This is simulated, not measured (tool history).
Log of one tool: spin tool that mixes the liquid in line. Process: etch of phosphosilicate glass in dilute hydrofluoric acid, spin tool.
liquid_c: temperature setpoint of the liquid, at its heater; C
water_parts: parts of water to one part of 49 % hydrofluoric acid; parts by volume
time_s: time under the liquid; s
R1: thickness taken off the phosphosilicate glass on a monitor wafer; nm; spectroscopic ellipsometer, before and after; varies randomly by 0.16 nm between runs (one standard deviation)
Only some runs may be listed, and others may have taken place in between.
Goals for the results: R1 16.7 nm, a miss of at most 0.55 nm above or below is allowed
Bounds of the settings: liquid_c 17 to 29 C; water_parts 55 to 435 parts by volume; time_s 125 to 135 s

Run 1, day 0: liquid_c 21 C, water_parts 245 parts by volume, time_s 125 s. Result: R1 26.063 nm.
Run 2, day 0.25: liquid_c 20.5 C, water_parts 255 parts by volume, time_s 125 s. Result: R1 24.571 nm.
Run 3, day 0.354: liquid_c 20.5 C, water_parts 255 parts by volume, time_s 125 s. Result: R1 24.136 nm.
Run 4, day 0.588: liquid_c 18 C, water_parts 255 parts by volume, time_s 125 s. Result: R1 22.488 nm.
Run 5, day 0.729: liquid_c 17 C, water_parts 255 parts by volume, time_s 125 s. Result: R1 21.315 nm.
Run 6, day 1.067: liquid_c 17 C, water_parts 260 parts by volume, time_s 125 s. Result: R1 20.667 nm.
Run 7, day 1.433: liquid_c 17 C, water_parts 265 parts by volume, time_s 125 s. Result: R1 20.131 nm.
At day 1.771: thermometer replaced.
Run 8, day 1.771: liquid_c 17 C, water_parts 270 parts by volume, time_s 125 s. Result: R1 18.721 nm.
Run 9, day 2.029: liquid_c 17 C, water_parts 280 parts by volume, time_s 125 s. Result: R1 17.97 nm.

Below are 4 possible settings for the next run. Only one of them brings all results inside the allowed miss of their targets. Which is it?
Run A, day 2.288: liquid_c 20 C, water_parts 320 parts by volume, time_s 125 s. Result: R1 ?.
Run B, day 2.288: liquid_c 17 C, water_parts 285 parts by volume, time_s 130 s. Result: R1 ?.
Run C, day 2.288: liquid_c 17.5 C, water_parts 295 parts by volume, time_s 135 s. Result: R1 ?.
Run D, day 2.288: liquid_c 17.5 C, water_parts 275 parts by volume, time_s 130 s. Result: R1 ?.

move      R1
   A  17.001
   B  18.303
   C  18.556
   D  19.499
A: hits every target within its allowed miss
B: its largest miss is bigger than the last run's
C: its largest miss is bigger than the last run's
D: its largest miss is bigger than the last run's
The right move is A.
